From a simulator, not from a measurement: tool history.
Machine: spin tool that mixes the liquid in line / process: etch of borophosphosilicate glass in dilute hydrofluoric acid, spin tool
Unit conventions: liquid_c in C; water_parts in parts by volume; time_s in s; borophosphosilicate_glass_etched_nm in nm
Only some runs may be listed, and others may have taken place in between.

run	hour	liquid_c	water_parts	time_s	borophosphosilicate_glass_etched_nm
1	0.0	24.0	240	15	1.5820
2	7.9	24.0	240	15	1.5948
3	12.0	24.0	240	15	1.5939
4	14.5	24.0	240	15	1.5890
5	16.9	24.0	240	15	1.5834
6	20.2	25.5	225	15	1.7924

What does the tool deliver on the next run?
7	28.8	29.5	160	15	?

borophosphosilicate_glass_etched_nm: 3.1788 nm

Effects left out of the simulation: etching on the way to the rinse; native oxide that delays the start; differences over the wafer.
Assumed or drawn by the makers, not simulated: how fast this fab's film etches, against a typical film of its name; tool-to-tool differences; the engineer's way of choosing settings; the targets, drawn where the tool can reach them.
